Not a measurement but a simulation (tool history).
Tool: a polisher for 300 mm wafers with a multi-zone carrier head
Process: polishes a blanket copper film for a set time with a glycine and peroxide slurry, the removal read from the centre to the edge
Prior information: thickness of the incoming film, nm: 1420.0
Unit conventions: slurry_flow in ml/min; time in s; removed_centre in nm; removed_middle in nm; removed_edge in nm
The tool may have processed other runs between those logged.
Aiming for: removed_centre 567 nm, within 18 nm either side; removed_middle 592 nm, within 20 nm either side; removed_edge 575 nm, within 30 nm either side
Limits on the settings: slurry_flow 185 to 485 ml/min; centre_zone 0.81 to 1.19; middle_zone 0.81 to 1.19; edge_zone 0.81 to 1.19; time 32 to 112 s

Run 1, hour 0: slurry_flow 310 ml/min, centre_zone 1, middle_zone 1, edge_zone 1, time 72 s. Result: removed_centre 377.57 nm, removed_middle 393.6 nm, removed_edge 388.74 nm.
Run 2, hour 7: slurry_flow 310 ml/min, centre_zone 1, middle_zone 0.92, edge_zone 1, time 72 s. Result: removed_centre 383 nm, removed_middle 374.71 nm, removed_edge 392.66 nm.
Run 3, hour 11.5: slurry_flow 240 ml/min, centre_zone 1, middle_zone 0.92, edge_zone 1, time 72 s. Result: removed_centre 372.89 nm, removed_middle 364.41 nm, removed_edge 380.16 nm.
Run 4, hour 16.7: slurry_flow 240 ml/min, centre_zone 1, middle_zone 0.92, edge_zone 1.05, time 72 s. Result: removed_centre 373.07 nm, removed_middle 359.66 nm, removed_edge 384.92 nm.
Run 5, hour 20.2: slurry_flow 250 ml/min, centre_zone 1.01, middle_zone 0.94, edge_zone 1.05, time 75 s. Result: removed_centre 387.38 nm, removed_middle 387.87 nm, removed_edge 407.14 nm.
At hour 21.9: worn pad replaced by a new one.
Run 6, hour 21.9: slurry_flow 250 ml/min, centre_zone 1.01, middle_zone 0.94, edge_zone 1.05, time 62 s. Result: removed_centre 342.72 nm, removed_middle 334.29 nm, removed_edge 359.02 nm.
Run 7, hour 24.6: slurry_flow 260 ml/min, centre_zone 1.02, middle_zone 0.96, edge_zone 1.07, time 66 s. Result: removed_centre 377.93 nm, removed_middle 362.92 nm, removed_edge 386.14 nm.
Run 8, hour 28.8: slurry_flow 270 ml/min, centre_zone 1.02, middle_zone 0.98, edge_zone 1.08, time 68 s. Result: removed_centre 385.19 nm, removed_middle 380.92 nm, removed_edge 398.17 nm.
Run 9, hour 31.3: slurry_flow 270 ml/min, centre_zone 1.02, middle_zone 0.98, edge_zone 1.08, time 68 s. Result: removed_centre 384.81 nm, removed_middle 382.83 nm, removed_edge 396.82 nm.
Run 10, hour 38: slurry_flow 280 ml/min, centre_zone 1.03, middle_zone 0.99, edge_zone 1.09, time 70 s. Result: removed_centre 400.74 nm, removed_middle 402.35 nm, removed_edge 418.43 nm.
Run 11, hour 42.9: slurry_flow 295 ml/min, centre_zone 1.04, middle_zone 1.01, edge_zone 1.1, time 71 s. Result: removed_centre 413.91 nm, removed_middle 413.42 nm, removed_edge 430.24 nm.
Run 12, hour 50.2: slurry_flow 300 ml/min, centre_zone 1.05, middle_zone 1.03, edge_zone 1.11, time 72 s. Result: removed_centre 427.08 nm, removed_middle 425.27 nm, removed_edge 437.18 nm.
Run 13, hour 53.8: slurry_flow 305 ml/min, centre_zone 1.06, middle_zone 1.04, edge_zone 1.12, time 73 s. Result: removed_centre 438.16 nm, removed_middle 435.01 nm, removed_edge 444.66 nm.
Run 14, hour 56.2: slurry_flow 310 ml/min, centre_zone 1.06, middle_zone 1.05, edge_zone 1.13, time 75 s. Result: removed_centre 438.06 nm, removed_middle 446.3 nm, removed_edge 463.98 nm.
Run 15, hour 60.3: slurry_flow 330 ml/min, centre_zone 1.16, middle_zone 1.15, edge_zone 1.13, time 92 s. Result: removed_centre 594.2 nm, removed_middle 605.99 nm, removed_edge 556.8 nm.

Which of these 4 next moves meets every target?
Run A, hour 64.4: slurry_flow 335 ml/min, centre_zone 1.19, middle_zone 1.18, edge_zone 1.06, time 92 s. Result: removed_centre ?, removed_middle ?, removed_edge ?.
Run B, hour 64.4: slurry_flow 480 ml/min, centre_zone 1.04, middle_zone 1.19, edge_zone 1.17, time 94 s. Result: removed_centre ?, removed_middle ?, removed_edge ?.
Run C, hour 64.4: slurry_flow 345 ml/min, centre_zone 1.17, middle_zone 1.19, edge_zone 0.85, time 93 s. Result: removed_centre ?, removed_middle ?, removed_edge ?.
Run D, hour 64.4: slurry_flow 365 ml/min, centre_zone 1.09, middle_zone 1.13, edge_zone 1.16, time 92 s. Result: removed_centre ?, removed_middle ?, removed_edge ?.

move  removed_centre  removed_middle  removed_edge
   A          608.73          607.78        546.23
   B          564.95          640.07        597.53
   C          607.38          619.87        498.37
   D          565.79          592.13        574.84
A: further off than the last run
B: corrects the largest miss of the last run, while another result sits out of spec
C: further off than the last run
D: meets every target
Move D is the one to make.

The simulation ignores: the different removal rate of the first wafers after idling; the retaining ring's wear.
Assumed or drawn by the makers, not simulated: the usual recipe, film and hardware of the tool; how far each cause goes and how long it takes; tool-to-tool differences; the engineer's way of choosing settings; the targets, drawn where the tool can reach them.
